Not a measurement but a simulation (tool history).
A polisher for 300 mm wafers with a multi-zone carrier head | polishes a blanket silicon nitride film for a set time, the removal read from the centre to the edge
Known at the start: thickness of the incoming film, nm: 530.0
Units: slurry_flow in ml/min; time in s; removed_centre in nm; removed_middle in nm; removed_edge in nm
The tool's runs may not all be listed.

run	hour	slurry_flow	centre_zone	middle_zone	edge_zone	time	removed_centre	removed_middle	removed_edge
1	0	125	1	1	1	71	86.467	85.866	88.925
2	2	140	1	1	1	71	89.89	89.579	90.397
3	9.5	140	1	0.99	1.02	72	91.619	90.576	93.924
4	13.3	145	1	0.99	1.04	73	90.595	93.385	95.459
5	17.1	145	1	0.99	1	73	93.092	94.465	93.948
6	19.4	145	0.93	0.99	1	73	88.383	93.698	94.046
7	27.8	150	0.94	0.98	1.01	74	89.669	94.266	95.551
8	32.9	150	0.96	0.97	1.02	75	94.655	94.489	98.077
9	39.3	150	0.96	0.97	1.02	75	92.528	95.53	97.585
10	44.5	150	0.97	0.96	1.03	76	94.524	95.984	97.986

Forecast run 11:
11	46.6	145	0.98	0.96	1.05	78	?	?	?

{"run 11": {"removed_centre": 97.968, "removed_middle": 96.252, "removed_edge": 103.43}}
